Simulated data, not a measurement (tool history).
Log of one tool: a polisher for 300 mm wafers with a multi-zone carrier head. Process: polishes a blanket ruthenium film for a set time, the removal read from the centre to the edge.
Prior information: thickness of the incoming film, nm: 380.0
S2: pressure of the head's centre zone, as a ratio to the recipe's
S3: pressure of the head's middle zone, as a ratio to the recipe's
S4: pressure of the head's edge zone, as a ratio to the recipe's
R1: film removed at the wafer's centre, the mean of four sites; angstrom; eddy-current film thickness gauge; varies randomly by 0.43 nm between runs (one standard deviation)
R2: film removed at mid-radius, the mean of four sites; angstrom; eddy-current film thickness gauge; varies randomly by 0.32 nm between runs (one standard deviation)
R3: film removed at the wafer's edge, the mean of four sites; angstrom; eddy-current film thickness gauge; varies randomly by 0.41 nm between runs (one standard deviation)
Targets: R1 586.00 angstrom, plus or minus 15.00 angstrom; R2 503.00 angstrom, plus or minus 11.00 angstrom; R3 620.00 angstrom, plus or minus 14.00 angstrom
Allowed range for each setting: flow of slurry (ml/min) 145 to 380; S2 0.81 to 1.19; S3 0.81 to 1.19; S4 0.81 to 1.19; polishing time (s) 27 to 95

run 1 hour=0.0 | flow_of_slurry_(ml/min)=245 S2=1.00 S3=1.00 S4=1.00 polishing_time_(s)=61 | R1=651.33 R2=680.28 R3=674.00
run 2 hour=6.4 | flow_of_slurry_(ml/min)=235 S2=1.00 S3=0.98 S4=1.01 polishing_time_(s)=60 | R1=646.33 R2=662.11 R3=663.46
run 3 hour=9.1 | flow_of_slurry_(ml/min)=235 S2=1.00 S3=0.98 S4=1.04 polishing_time_(s)=60 | R1=650.80 R2=652.75 R3=674.37
run 4 hour=16.8 | flow_of_slurry_(ml/min)=235 S2=1.00 S3=0.98 S4=1.00 polishing_time_(s)=60 | R1=642.32 R2=656.89 R3=664.98
run 5 hour=23.6 | flow_of_slurry_(ml/min)=230 S2=1.00 S3=0.96 S4=1.01 polishing_time_(s)=59 | R1=641.23 R2=632.77 R3=654.83
run 6 hour=26.4 | flow_of_slurry_(ml/min)=225 S2=0.99 S3=0.94 S4=1.01 polishing_time_(s)=58 | R1=615.86 R2=609.25 R3=648.79
run 7 hour=30.8 | flow_of_slurry_(ml/min)=220 S2=0.99 S3=0.93 S4=1.01 polishing_time_(s)=58 | R1=619.15 R2=601.49 R3=649.47
-- hour=35.0 worn pad replaced by a new one
run 8 hour=35.0 | flow_of_slurry_(ml/min)=215 S2=0.99 S3=0.92 S4=1.01 polishing_time_(s)=58 | R1=663.89 R2=627.21 R3=674.94
run 9 hour=42.7 | flow_of_slurry_(ml/min)=225 S2=0.99 S3=0.91 S4=1.02 polishing_time_(s)=57 | R1=632.48 R2=621.15 R3=675.39
run 10 hour=48.2 | flow_of_slurry_(ml/min)=215 S2=0.99 S3=0.90 S4=1.02 polishing_time_(s)=56 | R1=627.06 R2=599.52 R3=664.94
run 11 hour=55.8 | flow_of_slurry_(ml/min)=210 S2=0.99 S3=0.89 S4=1.02 polishing_time_(s)=55 | R1=614.65 R2=585.31 R3=661.57
run 12 hour=62.6 | flow_of_slurry_(ml/min)=205 S2=0.99 S3=0.88 S4=1.02 polishing_time_(s)=54 | R1=599.22 R2=567.53 R3=643.72
run 13 hour=66.1 | flow_of_slurry_(ml/min)=205 S2=0.99 S3=0.88 S4=1.02 polishing_time_(s)=54 | R1=603.20 R2=566.17 R3=643.83
run 14 hour=75.0 | flow_of_slurry_(ml/min)=200 S2=0.99 S3=0.87 S4=1.02 polishing_time_(s)=54 | R1=605.94 R2=559.01 R3=633.82

5 candidate next runs follow, results not yet known. Just one meets every target within its allowed miss. Identify it.
run A hour=83.9 | flow_of_slurry_(ml/min)=195 S2=1.04 S3=0.84 S4=1.03 polishing_time_(s)=50 | R1=? R2=? R3=?
run B hour=83.9 | flow_of_slurry_(ml/min)=155 S2=1.04 S3=0.98 S4=1.05 polishing_time_(s)=55 | R1=? R2=? R3=?
run C hour=83.9 | flow_of_slurry_(ml/min)=240 S2=0.92 S3=0.81 S4=1.04 polishing_time_(s)=51 | R1=? R2=? R3=?
run D hour=83.9 | flow_of_slurry_(ml/min)=155 S2=1.14 S3=0.81 S4=1.04 polishing_time_(s)=49 | R1=? R2=? R3=?
run E hour=83.9 | flow_of_slurry_(ml/min)=190 S2=1.02 S3=0.82 S4=1.08 polishing_time_(s)=51 | R1=? R2=? R3=?

move=A R1=588.76 R2=499.52 R3=590.96
move=B R1=634.68 R2=612.77 R3=645.42
move=C R1=540.46 R2=503.16 R3=613.22
move=D R1=619.47 R2=465.99 R3=573.80
move=E R1=587.43 R2=498.52 R3=615.25
A: the furthest-off result lands on target, but another misses its tolerance
B: moves away from the targets compared with the last run
C: the furthest-off result lands on target, but another misses its tolerance
D: carries the result that was furthest off beyond its target, to the other side
E: all results land within tolerance of their targets
Correct choice: E, which meets every target

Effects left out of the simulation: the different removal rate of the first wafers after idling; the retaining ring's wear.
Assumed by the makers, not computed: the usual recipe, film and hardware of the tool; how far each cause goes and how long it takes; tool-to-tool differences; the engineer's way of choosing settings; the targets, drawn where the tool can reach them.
